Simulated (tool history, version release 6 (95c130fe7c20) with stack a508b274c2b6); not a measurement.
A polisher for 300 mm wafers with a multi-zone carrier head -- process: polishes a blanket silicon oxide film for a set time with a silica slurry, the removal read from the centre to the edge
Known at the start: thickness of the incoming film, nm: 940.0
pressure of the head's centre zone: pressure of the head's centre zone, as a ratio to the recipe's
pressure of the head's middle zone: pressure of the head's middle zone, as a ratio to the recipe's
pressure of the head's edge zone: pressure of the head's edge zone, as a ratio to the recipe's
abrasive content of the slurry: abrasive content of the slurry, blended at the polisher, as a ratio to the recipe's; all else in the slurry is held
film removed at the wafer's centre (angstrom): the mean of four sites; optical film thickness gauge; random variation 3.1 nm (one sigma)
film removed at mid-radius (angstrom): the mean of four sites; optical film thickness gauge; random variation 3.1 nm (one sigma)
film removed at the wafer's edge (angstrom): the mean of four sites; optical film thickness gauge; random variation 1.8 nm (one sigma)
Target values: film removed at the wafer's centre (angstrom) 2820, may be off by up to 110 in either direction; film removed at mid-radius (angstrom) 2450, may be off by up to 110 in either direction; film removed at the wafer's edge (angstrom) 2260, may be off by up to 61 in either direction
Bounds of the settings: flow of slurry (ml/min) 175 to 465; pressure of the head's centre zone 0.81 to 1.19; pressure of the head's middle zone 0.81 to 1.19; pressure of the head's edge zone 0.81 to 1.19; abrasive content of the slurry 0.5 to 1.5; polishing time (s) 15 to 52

| run | hour | flow of slurry (ml/min) | pressure of the head's centre zone | pressure of the head's middle zone | pressure of the head's edge zone | abrasive content of the slurry | polishing time (s) | film removed at the wafer's centre (angstrom) | film removed at mid-radius (angstrom) | film removed at the wafer's edge (angstrom) |
|---|---|---|---|---|---|---|---|---|---|---|
| 1 | 0 | 295 | 1 | 1 | 1 | 1 | 33 | 1827.4 | 1769.2 | 1798.1 |
| 2 | 7.7 | 295 | 1 | 1 | 0.97 | 1 | 33 | 1816.7 | 1746.9 | 1745.6 |
| 3 | 12.1 | 295 | 1 | 1 | 1.01 | 1 | 33 | 1836.9 | 1860.6 | 1800.4 |
| 4 | 20.2 | 295 | 0.96 | 1 | 1.01 | 1 | 33 | 1741.2 | 1770.1 | 1790.8 |
| 5 | 25.5 | 305 | 0.99 | 1 | 1.01 | 1.05 | 33 | 1836.7 | 1849.2 | 1809.7 |
| 6 | 30.9 | 305 | 0.99 | 0.95 | 1.01 | 1.05 | 33 | 1804 | 1807.7 | 1819.7 |
| 7 | 31.7 | 300 | 1.02 | 0.95 | 1.01 | 1.1 | 33 | 1921.8 | 1810.8 | 1839.5 |
| 8 | 39.6 | 300 | 1.04 | 0.96 | 1.02 | 1.15 | 33 | 1987.4 | 1833.2 | 1897.3 |
| 9 | 43.4 | 370 | 1.14 | 1.06 | 0.92 | 1.4 | 35 | 2468.5 | 2286.6 | 2071.4 |
| 10 | 47.7 | 370 | 1.15 | 1.06 | 0.92 | 1.4 | 35 | 2492.3 | 2269.8 | 2067.4 |

Consider the 4 candidate settings below. Which is the only one whose results all fall within their allowed miss of target?
| A | 52 | 435 | 1.19 | 1.04 | 0.94 | 1.4 | 38 | ? | ? | ? |
| B | 52 | 355 | 0.95 | 0.95 | 1.08 | 1.5 | 36 | ? | ? | ? |
| C | 52 | 375 | 0.97 | 0.87 | 1.06 | 1.4 | 36 | ? | ? | ? |
| D | 52 | 445 | 1.19 | 0.87 | 1.07 | 1.5 | 35 | ? | ? | ? |

| move | film removed at the wafer's centre (angstrom) | film removed at mid-radius (angstrom) | film removed at the wafer's edge (angstrom) |
|---|---|---|---|
| A | 2767 | 2492.6 | 2237.8 |
| B | 2177.4 | 2212 | 2300.1 |
| C | 2173.4 | 2016.6 | 2235.7 |
| D | 2608.3 | 2025.3 | 2252.7 |
A: every result within its allowed miss
B: brings the last run's worst result on target, with another outside its allowed miss
C: brings the last run's worst result on target, with another outside its allowed miss
D: brings the last run's worst result on target, with another outside its allowed miss
Go with A: it meets all targets.
